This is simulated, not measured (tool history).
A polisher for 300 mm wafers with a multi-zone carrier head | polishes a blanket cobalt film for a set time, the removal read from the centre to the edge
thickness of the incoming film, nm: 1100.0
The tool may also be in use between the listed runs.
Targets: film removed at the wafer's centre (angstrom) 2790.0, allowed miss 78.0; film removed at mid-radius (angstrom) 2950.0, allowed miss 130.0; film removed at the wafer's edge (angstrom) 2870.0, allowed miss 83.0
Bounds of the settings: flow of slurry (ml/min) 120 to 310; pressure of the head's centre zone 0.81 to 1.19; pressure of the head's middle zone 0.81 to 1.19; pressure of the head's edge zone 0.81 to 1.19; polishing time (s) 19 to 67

| run | hour | flow of slurry (ml/min) | pressure of the head's centre zone | pressure of the head's middle zone | pressure of the head's edge zone | polishing time (s) | film removed at the wafer's centre (angstrom) | film removed at mid-radius (angstrom) | film removed at the wafer's edge (angstrom) |
|---|---|---|---|---|---|---|---|---|---|
| 1 | 0.0 | 200 | 1.00 | 1.00 | 1.00 | 43 | 2220.0 | 2155.9 | 2165.4 |
| 2 | 1.8 | 210 | 1.00 | 1.04 | 1.05 | 46 | 2373.1 | 2444.1 | 2399.0 |
| 3 | 2.6 | 190 | 1.00 | 1.04 | 1.05 | 46 | 2335.0 | 2419.8 | 2392.2 |
| 4 | 11.3 | 200 | 1.02 | 1.06 | 1.09 | 48 | 2528.5 | 2558.2 | 2577.9 |
| 5 | 14.9 | 235 | 1.02 | 1.06 | 1.09 | 48 | 2582.1 | 2610.7 | 2591.5 |
| 6 | 22.1 | 235 | 1.05 | 1.06 | 1.09 | 48 | 2676.3 | 2625.2 | 2578.8 |
| 7 | 23.3 | 240 | 1.05 | 1.08 | 1.12 | 49 | 2714.2 | 2707.4 | 2691.2 |
| 8 | 29.4 | 245 | 1.05 | 1.10 | 1.14 | 49 | 2677.8 | 2733.6 | 2704.9 |

5 next moves are on the table. One of them brings every result within its allowed miss. Which?
| A | 35.5 | 270 | 1.08 | 1.19 | 0.96 | 48 | ? | ? | ? |
| B | 35.5 | 230 | 1.07 | 1.19 | 1.05 | 50 | ? | ? | ? |
| C | 35.5 | 280 | 1.04 | 1.15 | 1.19 | 50 | ? | ? | ? |
| D | 35.5 | 265 | 1.06 | 1.18 | 1.09 | 50 | ? | ? | ? |
| E | 35.5 | 235 | 1.08 | 1.19 | 1.10 | 49 | ? | ? | ? |

| move | film removed at the wafer's centre (angstrom) | film removed at mid-radius (angstrom) | film removed at the wafer's edge (angstrom) |
|---|---|---|---|
| A | 2772.1 | 2951.2 | 2483.9 |
| B | 2798.4 | 3013.3 | 2657.9 |
| C | 2791.7 | 3007.9 | 2880.6 |
| D | 2826.9 | 3047.9 | 2743.3 |
| E | 2777.1 | 2961.2 | 2669.9 |
A: further off than the last run
B: further off than the last run
C: meets every target
D: nearer than the last run, and not there yet
E: further off than the last run
Answer: C
